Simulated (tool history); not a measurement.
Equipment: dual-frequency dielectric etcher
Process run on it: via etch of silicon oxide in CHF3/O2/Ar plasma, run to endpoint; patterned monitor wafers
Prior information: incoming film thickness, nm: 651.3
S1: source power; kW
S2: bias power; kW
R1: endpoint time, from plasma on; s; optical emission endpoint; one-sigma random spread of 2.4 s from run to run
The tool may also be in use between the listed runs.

run  hour    S1     S2      R1
  1     0   0.5  0.221  351.13
  2   3.4   0.5  0.238   338.7
  3   9.4   0.5  0.224  348.55
  4  10.1  0.55  0.224  340.88
  5  11.1  0.55  0.244  329.71
  6  15.8  0.49  0.211  358.94

What does the tool deliver on the next run?
  7    24  0.45  0.192   ?

{"run 7": {"R1": 386.36}}
